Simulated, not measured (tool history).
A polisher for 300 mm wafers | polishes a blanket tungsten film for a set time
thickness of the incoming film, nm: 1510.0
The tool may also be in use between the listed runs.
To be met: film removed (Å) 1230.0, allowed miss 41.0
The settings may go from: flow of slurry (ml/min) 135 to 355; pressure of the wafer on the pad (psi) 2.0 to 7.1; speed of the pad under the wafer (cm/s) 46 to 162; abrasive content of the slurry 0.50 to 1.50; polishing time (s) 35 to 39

run,hour,flow of slurry (ml/min),pressure of the wafer on the pad (psi),speed of the pad under the wafer (cm/s),abrasive content of the slurry,polishing time (s),film removed (Å)
1,0.0,225,4.5,104,1.00,39,2610.2
2,0.6,225,3.8,104,1.00,39,2172.9
3,8.8,225,3.4,102,1.00,39,1916.7
4,13.9,225,3.4,112,1.00,39,2119.6
5,18.0,255,3.4,112,1.00,39,2144.3
6,19.1,255,3.1,108,1.00,39,1880.3
7,26.2,255,2.8,104,1.00,39,1658.7
8,29.3,255,2.6,102,1.00,39,1522.6
9,30.1,245,2.0,96,1.00,39,1123.1
10,36.4,245,2.0,96,1.00,39,1126.7
11,41.2,255,2.4,96,1.00,39,1350.8
12,42.7,245,2.4,96,1.00,39,1343.0
13,45.7,235,2.4,96,1.00,39,1330.4
14,50.2,235,2.3,96,1.00,39,1263.5

4 next moves are on the table. One of them brings every result within its allowed miss. Which?
A,54.7,150,2.7,84,1.00,39,?
B,54.7,245,2.6,96,1.00,35,?
C,54.7,290,2.6,98,1.05,35,?
D,54.7,275,2.0,144,0.85,35,?

move,film removed (Å)
A,1231.9
B,1288.5
C,1349.6
D,1397.9
A: meets every target
B: further off than the last run
C: further off than the last run
D: further off than the last run
Answer: A
